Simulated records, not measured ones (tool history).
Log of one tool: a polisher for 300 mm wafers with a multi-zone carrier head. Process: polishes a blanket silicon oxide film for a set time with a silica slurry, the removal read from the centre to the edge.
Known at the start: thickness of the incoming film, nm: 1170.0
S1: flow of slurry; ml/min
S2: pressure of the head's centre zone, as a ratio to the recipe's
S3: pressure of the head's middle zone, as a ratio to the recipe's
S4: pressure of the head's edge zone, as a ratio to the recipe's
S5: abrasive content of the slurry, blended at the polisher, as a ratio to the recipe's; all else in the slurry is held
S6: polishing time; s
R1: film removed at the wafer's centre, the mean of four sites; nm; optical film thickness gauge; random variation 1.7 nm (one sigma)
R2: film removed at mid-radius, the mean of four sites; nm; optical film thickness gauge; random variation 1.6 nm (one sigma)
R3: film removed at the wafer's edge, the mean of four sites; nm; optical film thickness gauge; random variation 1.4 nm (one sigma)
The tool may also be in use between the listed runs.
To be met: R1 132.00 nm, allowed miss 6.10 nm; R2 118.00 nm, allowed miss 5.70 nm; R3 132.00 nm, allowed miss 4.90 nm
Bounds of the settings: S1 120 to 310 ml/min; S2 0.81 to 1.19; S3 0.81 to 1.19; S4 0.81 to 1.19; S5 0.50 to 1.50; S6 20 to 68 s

{"run": 1, "hour": 0.0, "S1": 200, "S2": 1.0, "S3": 1.0, "S4": 1.0, "S5": 1.0, "S6": 44, "R1": 161.99, "R2": 159.47, "R3": 162.58}
{"run": 2, "hour": 2.6, "S1": 195, "S2": 1.0, "S3": 0.98, "S4": 0.99, "S5": 0.95, "S6": 44, "R1": 160.28, "R2": 153.43, "R3": 159.81}
{"run": 3, "hour": 11.6, "S1": 195, "S2": 0.99, "S3": 0.97, "S4": 0.98, "S5": 0.9, "S6": 44, "R1": 158.38, "R2": 145.9, "R3": 154.72}
{"run": 4, "hour": 16.6, "S1": 195, "S2": 1.06, "S3": 0.97, "S4": 0.98, "S5": 0.9, "S6": 44, "R1": 161.98, "R2": 147.02, "R3": 154.73}
{"run": 5, "hour": 17.8, "S1": 195, "S2": 1.06, "S3": 0.93, "S4": 0.98, "S5": 0.9, "S6": 44, "R1": 168.48, "R2": 143.81, "R3": 154.36}
{"run": 6, "hour": 26.5, "S1": 195, "S2": 1.06, "S3": 0.89, "S4": 0.98, "S5": 0.9, "S6": 44, "R1": 163.19, "R2": 139.16, "R3": 152.74}
{"run": 7, "hour": 32.3, "S1": 190, "S2": 1.04, "S3": 0.89, "S4": 0.97, "S5": 0.85, "S6": 44, "R1": 155.34, "R2": 133.51, "R3": 148.52}
{"run": 8, "hour": 34.6, "S1": 185, "S2": 1.03, "S3": 0.89, "S4": 0.95, "S5": 0.85, "S6": 44, "R1": 158.66, "R2": 129.92, "R3": 147.67}
{"run": 9, "hour": 35.4, "S1": 190, "S2": 1.02, "S3": 0.9, "S4": 0.95, "S5": 0.8, "S6": 44, "R1": 149.71, "R2": 129.34, "R3": 143.29}
{"run": 10, "hour": 40.3, "S1": 190, "S2": 1.01, "S3": 0.9, "S4": 0.94, "S5": 0.8, "S6": 44, "R1": 149.87, "R2": 129.39, "R3": 144.49}
{"run": 11, "hour": 42.6, "S1": 190, "S2": 1.0, "S3": 0.9, "S4": 0.93, "S5": 0.75, "S6": 44, "R1": 144.92, "R2": 127.03, "R3": 137.58}
{"run": 12, "hour": 43.5, "S1": 185, "S2": 0.99, "S3": 0.9, "S4": 0.93, "S5": 0.75, "S6": 44, "R1": 138.87, "R2": 127.57, "R3": 140.69}
{"run": 13, "hour": 49.1, "S1": 185, "S2": 0.99, "S3": 0.89, "S4": 0.92, "S5": 0.75, "S6": 44, "R1": 144.26, "R2": 125.83, "R3": 137.1}
{"run": 14, "hour": 49.7, "S1": 185, "S2": 0.98, "S3": 0.89, "S4": 0.92, "S5": 0.75, "S6": 44, "R1": 142.19, "R2": 126.39, "R3": 137.77}
{"run": 15, "hour": 56.0, "S1": 180, "S2": 0.97, "S3": 0.88, "S4": 0.92, "S5": 0.75, "S6": 44, "R1": 140.61, "R2": 124.73, "R3": 139.08}

4 next moves are on the table. One of them brings every result within its allowed miss. Which?
{"run": "A", "hour": 62.3, "S1": 170, "S2": 0.81, "S3": 0.82, "S4": 0.99, "S5": 0.75, "S6": 44, "R1": "?", "R2": "?", "R3": "?"}
{"run": "B", "hour": 62.3, "S1": 165, "S2": 1.04, "S3": 1.01, "S4": 0.81, "S5": 0.8, "S6": 43, "R1": "?", "R2": "?", "R3": "?"}
{"run": "C", "hour": 62.3, "S1": 130, "S2": 0.98, "S3": 0.87, "S4": 0.89, "S5": 0.85, "S6": 42, "R1": "?", "R2": "?", "R3": "?"}
{"run": "D", "hour": 62.3, "S1": 185, "S2": 0.91, "S3": 0.93, "S4": 0.95, "S5": 0.75, "S6": 44, "R1": "?", "R2": "?", "R3": "?"}

move=A R1=117.21 R2=116.91 R3=140.21
move=B R1=146.75 R2=138.92 R3=128.30
move=C R1=133.24 R2=118.23 R3=130.35
move=D R1=131.86 R2=131.22 R3=138.62
A: further off than the last run
B: brings the result that was furthest off to its target, and leaves another outside
C: meets every target
D: further off than the last run
Move C is the one to make.

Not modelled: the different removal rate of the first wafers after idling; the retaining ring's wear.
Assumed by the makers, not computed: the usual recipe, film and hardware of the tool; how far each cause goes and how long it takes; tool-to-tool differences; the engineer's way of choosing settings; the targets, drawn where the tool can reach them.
